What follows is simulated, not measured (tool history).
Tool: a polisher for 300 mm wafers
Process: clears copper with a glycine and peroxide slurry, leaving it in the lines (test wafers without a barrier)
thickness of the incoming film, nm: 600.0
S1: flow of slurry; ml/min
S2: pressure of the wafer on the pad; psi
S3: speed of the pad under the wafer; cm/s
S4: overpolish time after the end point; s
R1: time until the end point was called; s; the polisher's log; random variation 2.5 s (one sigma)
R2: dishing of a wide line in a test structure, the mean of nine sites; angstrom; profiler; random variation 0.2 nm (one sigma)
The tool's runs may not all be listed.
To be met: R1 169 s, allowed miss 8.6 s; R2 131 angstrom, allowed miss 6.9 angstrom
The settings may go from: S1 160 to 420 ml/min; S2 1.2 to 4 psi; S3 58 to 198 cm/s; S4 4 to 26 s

| run | hour | S1 | S2 | S3 | S4 | R1 | R2 |
|---|---|---|---|---|---|---|---|
| 1 | 0 | 270 | 2.6 | 128 | 13 | 104.91 | 484.19 |
| 2 | 5.6 | 245 | 2.1 | 120 | 10 | 128.19 | 312.45 |
| 3 | 13.7 | 215 | 1.8 | 118 | 8 | 145.34 | 225.25 |
| 4 | 16.3 | 215 | 1.8 | 118 | 10 | 145.22 | 284.53 |
| 5 | 17.4 | 270 | 1.7 | 110 | 8 | 161.06 | 215.25 |
| 6 | 21.7 | 235 | 1.5 | 112 | 7 | 166.59 | 180.19 |
| 7 | 28.2 | 230 | 1.4 | 114 | 6 | 171.6 | 151.46 |
| 8 | 36.6 | 230 | 1.4 | 116 | 6 | 173.82 | 150.44 |
| 9 | 44.8 | 230 | 1.4 | 120 | 6 | 167.86 | 158.25 |
| 10 | 52.8 | 265 | 1.3 | 116 | 4 | 172.95 | 98.305 |
| 11 | 60.7 | 240 | 1.3 | 116 | 4 | 173.45 | 101.55 |
| 12 | 63.5 | 230 | 1.4 | 112 | 4 | 178.93 | 101.49 |
| 13 | 65.7 | 230 | 1.4 | 114 | 4 | 174.86 | 104.86 |

4 next moves are on the table. One of them brings every result within its allowed miss. Which?
| A | 67.9 | 260 | 1.7 | 118 | 4 | ? | ? |
| B | 67.9 | 165 | 1.6 | 134 | 4 | ? | ? |
| C | 67.9 | 310 | 1.4 | 112 | 5 | ? | ? |
| D | 67.9 | 290 | 1.6 | 122 | 4 | ? | ? |

| move | R1 | R2 |
|---|---|---|
| A | 145.81 | 116.81 |
| B | 145.72 | 116.69 |
| C | 167.07 | 126.64 |
| D | 146.39 | 116.27 |
A: nearer than the last run, and not there yet
B: nearer than the last run, and not there yet
C: meets every target
D: nearer than the last run, and not there yet
Move C is the one to make.

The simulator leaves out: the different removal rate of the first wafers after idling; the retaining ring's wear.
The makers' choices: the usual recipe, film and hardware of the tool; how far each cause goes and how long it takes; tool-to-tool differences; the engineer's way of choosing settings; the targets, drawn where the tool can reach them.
